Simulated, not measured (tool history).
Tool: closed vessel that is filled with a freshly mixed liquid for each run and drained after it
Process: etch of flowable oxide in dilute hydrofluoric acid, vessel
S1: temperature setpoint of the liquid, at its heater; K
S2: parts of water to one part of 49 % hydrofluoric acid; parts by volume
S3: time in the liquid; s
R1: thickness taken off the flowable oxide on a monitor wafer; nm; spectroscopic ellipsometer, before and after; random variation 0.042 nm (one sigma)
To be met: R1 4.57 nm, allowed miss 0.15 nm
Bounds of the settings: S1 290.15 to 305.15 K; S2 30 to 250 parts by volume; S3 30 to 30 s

| run | hour | S1 | S2 | S3 | R1 |
|---|---|---|---|---|---|
| 1 | 0 | 297.15 | 140 | 30 | 7.801 |
| 2 | 6.3 | 294.15 | 140 | 30 | 6.9793 |
| 3 | 8.9 | 293.15 | 150 | 30 | 6.1903 |
| 4 | 14.9 | 296.15 | 150 | 30 | 7.0335 |
| 5 | 20.7 | 296.15 | 150 | 30 | 6.941 |
| 6 | 21.2 | 294.65 | 155 | 30 | 6.2994 |
| 7 | 23.2 | 293.65 | 160 | 30 | 5.8856 |
| 8 | 26.5 | 293.15 | 165 | 30 | 5.4932 |
| 9 | 34.7 | 292.65 | 165 | 30 | 5.4596 |
| 10 | 36.2 | 292.15 | 170 | 30 | 5.1008 |

5 next moves are on the table. One of them brings every result within its allowed miss. Which?
| A | 37.7 | 290.65 | 155 | 30 | ? |
| B | 37.7 | 290.65 | 180 | 30 | ? |
| C | 37.7 | 292.65 | 170 | 30 | ? |
| D | 37.7 | 292.65 | 155 | 30 | ? |
| E | 37.7 | 296.65 | 165 | 30 | ? |

| move | R1 |
|---|---|
| A | 5.4014 |
| B | 4.5409 |
| C | 5.2575 |
| D | 5.8545 |
| E | 6.3589 |
A: further off than the last run
B: meets every target
C: further off than the last run
D: further off than the last run
E: further off than the last run
The right move is B.
